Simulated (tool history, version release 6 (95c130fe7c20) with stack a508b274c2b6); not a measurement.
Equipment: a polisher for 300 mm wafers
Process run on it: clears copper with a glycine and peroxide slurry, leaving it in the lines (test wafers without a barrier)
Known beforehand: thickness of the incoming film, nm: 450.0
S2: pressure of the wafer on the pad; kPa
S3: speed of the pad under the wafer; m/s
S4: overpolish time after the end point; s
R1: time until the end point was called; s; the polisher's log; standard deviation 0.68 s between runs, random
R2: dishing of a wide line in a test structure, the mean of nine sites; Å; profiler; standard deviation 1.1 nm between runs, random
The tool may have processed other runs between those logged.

run 1 hour=0.0 | flow_of_slurry_(ml/min)=270 S2=17.2 S3=0.96 S4=20 | R1=78.087 R2=509.58
run 2 hour=3.6 | flow_of_slurry_(ml/min)=335 S2=17.2 S3=0.96 S4=20 | R1=76.617 R2=508.91
run 3 hour=8.0 | flow_of_slurry_(ml/min)=335 S2=18.6 S3=1.00 S4=19 | R1=69.682 R2=526.65
run 4 hour=9.5 | flow_of_slurry_(ml/min)=335 S2=18.6 S3=1.00 S4=13 | R1=68.521 R2=430.67
run 5 hour=15.3 | flow_of_slurry_(ml/min)=335 S2=20.0 S3=1.02 S4=13 | R1=66.448 R2=435.54
run 6 hour=17.6 | flow_of_slurry_(ml/min)=335 S2=21.4 S3=1.08 S4=13 | R1=59.081 R2=461.03

Predict the results of run 7:
run 7 hour=19.4 | flow_of_slurry_(ml/min)=335 S2=22.1 S3=1.10 S4=13 | R1=? R2=?

{"run 7": {"R1": 55.552, "R2": 494.51}}
